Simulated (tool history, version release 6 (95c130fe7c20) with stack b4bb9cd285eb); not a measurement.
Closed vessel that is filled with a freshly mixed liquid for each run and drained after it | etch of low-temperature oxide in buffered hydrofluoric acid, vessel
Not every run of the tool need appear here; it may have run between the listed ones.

run	day	temperature setpoint of the liquid (K)	parts of 40 % ammonium fluoride to one part of 49 % hydrofluoric acid (parts by volume)	time in the liquid (s)	thickness taken off the low-temperature oxide on a monitor wafer (angstrom)
1	0	295.15	12.5	30	998.37
2	0.088	296.15	12.5	30	1062.2
3	0.196	296.15	12.5	30	1053.2
4	0.546	296.65	12.5	30	1089.2
5	0.838	296.65	11	30	1230.5
6	1.008	296.65	9.5	30	1393.5
7	1.1	296.15	9.5	30	1352.1
8	1.296	295.65	9.5	30	1325.8

What does the tool deliver on the next run?
9	1.525	295.15	9.5	30	?

{"run 9": {"thickness taken off the low-temperature oxide on a monitor wafer (angstrom)": 1284.7}}
